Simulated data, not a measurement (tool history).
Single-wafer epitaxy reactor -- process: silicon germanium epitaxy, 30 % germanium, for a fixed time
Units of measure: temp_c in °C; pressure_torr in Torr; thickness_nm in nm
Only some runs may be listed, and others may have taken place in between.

run,hour,temp_c,pressure_torr,thickness_nm
1,0.0,625,23.4,104.670
2,6.4,626,23.4,105.340
3,8.8,627,23.4,107.110
4,10.9,618,23.4,92.822
5,13.6,628,23.4,108.360
6,19.8,629,23.4,110.440

Expected results for the next run?
7,26.0,630,23.4,?

{"run 7": {"thickness_nm": 112.16}}

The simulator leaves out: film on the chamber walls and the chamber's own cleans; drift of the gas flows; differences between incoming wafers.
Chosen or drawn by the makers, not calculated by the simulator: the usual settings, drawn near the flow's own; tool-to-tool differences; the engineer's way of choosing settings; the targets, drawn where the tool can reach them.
